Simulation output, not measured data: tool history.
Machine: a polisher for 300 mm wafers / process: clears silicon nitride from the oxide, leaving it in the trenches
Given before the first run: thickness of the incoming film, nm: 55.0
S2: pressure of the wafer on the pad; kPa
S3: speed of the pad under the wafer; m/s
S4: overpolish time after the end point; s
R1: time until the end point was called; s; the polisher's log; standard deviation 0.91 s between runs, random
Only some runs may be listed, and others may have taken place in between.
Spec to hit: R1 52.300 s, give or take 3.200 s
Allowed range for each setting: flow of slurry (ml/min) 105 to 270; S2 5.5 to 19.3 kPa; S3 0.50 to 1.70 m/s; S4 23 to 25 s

Run 1, hour 0.0: flow of slurry (ml/min) 175, S2 12.4 kPa, S3 1.10 m/s, S4 23 s. Result: R1 107.680 s.
Run 2, hour 3.0: flow of slurry (ml/min) 175, S2 12.4 kPa, S3 1.10 m/s, S4 23 s. Result: R1 108.720 s.
Run 3, hour 7.6: flow of slurry (ml/min) 175, S2 13.8 kPa, S3 1.14 m/s, S4 23 s. Result: R1 93.063 s.
Run 4, hour 14.6: flow of slurry (ml/min) 175, S2 13.8 kPa, S3 1.14 m/s, S4 23 s. Result: R1 92.722 s.
Run 5, hour 17.6: flow of slurry (ml/min) 175, S2 15.9 kPa, S3 1.14 m/s, S4 23 s. Result: R1 80.914 s.
Run 6, hour 23.3: flow of slurry (ml/min) 175, S2 15.9 kPa, S3 1.14 m/s, S4 23 s. Result: R1 79.939 s.
Run 7, hour 30.5: flow of slurry (ml/min) 180, S2 19.3 kPa, S3 1.34 m/s, S4 23 s. Result: R1 56.167 s.
Run 8, hour 31.3: flow of slurry (ml/min) 180, S2 19.3 kPa, S3 1.36 m/s, S4 23 s. Result: R1 57.046 s.

Exactly one of the 5 candidate moves below puts every result within its allowed miss. Which one?
Run A, hour 32.1: flow of slurry (ml/min) 170, S2 19.3 kPa, S3 1.64 m/s, S4 25 s. Result: R1 ?.
Run B, hour 32.1: flow of slurry (ml/min) 205, S2 18.6 kPa, S3 1.30 m/s, S4 25 s. Result: R1 ?.
Run C, hour 32.1: flow of slurry (ml/min) 170, S2 15.9 kPa, S3 1.42 m/s, S4 25 s. Result: R1 ?.
Run D, hour 32.1: flow of slurry (ml/min) 145, S2 17.9 kPa, S3 1.32 m/s, S4 23 s. Result: R1 ?.
Run E, hour 32.1: flow of slurry (ml/min) 140, S2 19.3 kPa, S3 1.48 m/s, S4 25 s. Result: R1 ?.

move      R1
   A  45.855
   B  57.935
   C  63.998
   D  62.804
   E  52.618
A: moves the result that the last run missed by most past its target, out the other side
B: its largest miss is bigger than the last run's
C: its largest miss is bigger than the last run's
D: its largest miss is bigger than the last run's
E: every result within its allowed miss
E is the move that brings every result within its allowed miss.
